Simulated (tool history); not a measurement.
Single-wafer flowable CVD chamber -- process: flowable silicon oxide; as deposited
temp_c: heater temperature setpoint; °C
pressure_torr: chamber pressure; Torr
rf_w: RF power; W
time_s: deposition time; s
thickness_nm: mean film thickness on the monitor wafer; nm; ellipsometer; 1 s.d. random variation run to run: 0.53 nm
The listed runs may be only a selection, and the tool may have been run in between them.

run,hour,temp_c,pressure_torr,rf_w,time_s,thickness_nm
1,0,95,0.591,1660,394,185.85
2,5.3,97,0.591,1660,394,174.63
3,12,97,0.591,1475,394,167.13
4,15.9,97,0.632,1475,394,181.66
# hour 24.7: thermocouple changed; heater temperature recalibrated
5,24.7,97,0.632,1660,394,172.92
6,29,99,0.631,1660,394,164.33
7,29.5,100,0.631,1660,394,159.42
8,35.2,101,0.631,1660,394,154.2
9,40.9,102,0.631,1660,394,148.07
10,44,103,0.631,1660,394,143.35
11,50.2,104,0.631,1660,394,141.72
12,56.2,105,0.631,1660,394,138.12
13,57.4,106,0.631,1660,394,132.13
14,61.8,107,0.631,1660,394,127.89
15,62.8,108,0.631,1660,394,124.56
16,67.8,109,0.631,1660,394,120.43

Run 17, settings as shown, results not yet in. Your forecast:
17,76.4,110,0.631,1660,394,?

For run 17 the tool returned thickness_nm 117.59 nm.
